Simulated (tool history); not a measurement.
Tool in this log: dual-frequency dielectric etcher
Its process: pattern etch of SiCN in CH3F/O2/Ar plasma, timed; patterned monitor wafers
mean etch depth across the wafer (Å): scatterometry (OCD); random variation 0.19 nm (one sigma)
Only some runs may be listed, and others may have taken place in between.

run,day,source power (W),bias power (W),etch time (s),mean etch depth across the wafer (Å)
1,0.000,450,88,58.0,251.95
2,0.054,480,88,58.0,260.95
3,0.271,480,102,58.0,271.50
4,0.412,480,88,58.0,257.19
5,0.679,480,88,58.0,255.60
6,1.012,480,88,60.5,267.74
7,1.308,500,90,60.5,274.25
8,1.575,510,92,60.5,280.62
9,1.717,520,93,60.5,280.45
10,1.762,530,94,60.5,286.30

Estimate the outcome of run 11 from the log above:
11,1.846,530,94,60.5,?

mean etch depth across the wafer (Å): 290.62
